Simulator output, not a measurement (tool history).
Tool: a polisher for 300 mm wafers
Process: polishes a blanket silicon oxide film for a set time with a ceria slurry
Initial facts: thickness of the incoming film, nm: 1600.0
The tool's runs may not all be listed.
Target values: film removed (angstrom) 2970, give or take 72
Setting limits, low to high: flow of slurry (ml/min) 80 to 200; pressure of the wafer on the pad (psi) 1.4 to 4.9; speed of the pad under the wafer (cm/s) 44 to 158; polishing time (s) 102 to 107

run,hour,flow of slurry (ml/min),pressure of the wafer on the pad (psi),speed of the pad under the wafer (cm/s),polishing time (s),film removed (angstrom)
1,0,130,3.1,100,102,4012.5
2,6,130,3.1,100,107,4190.3
3,13.3,130,2.4,100,107,3294.9
4,19,130,1.7,100,107,2359.2
5,23.4,140,1.7,100,107,2376.7
6,29.2,140,1.4,100,107,2007.8
7,31.8,140,1.4,100,107,1994.6
8,39.9,140,1.5,100,107,2134.3
9,44.6,140,1.6,100,107,2260.4
10,49.4,140,1.7,100,107,2408.6
11,54.5,145,1.7,100,107,2428

Which one of the following 5 next-run settings gets every result inside its allowed miss? There is exactly one.
A,59.6,180,3.7,62,103,?
B,59.6,160,1.4,98,107,?
C,59.6,160,2,104,107,?
D,59.6,140,1.4,100,102,?
E,59.6,155,1.4,104,105,?

move,film removed (angstrom)
A,3337.2
B,2014.6
C,2980.2
D,1908.2
E,2075.6
A: takes the biggest miss from the last run beyond its target
B: the biggest miss grows against the last run
C: every result within its allowed miss
D: the biggest miss grows against the last run
E: the biggest miss grows against the last run
C is the move that brings every result within its allowed miss.
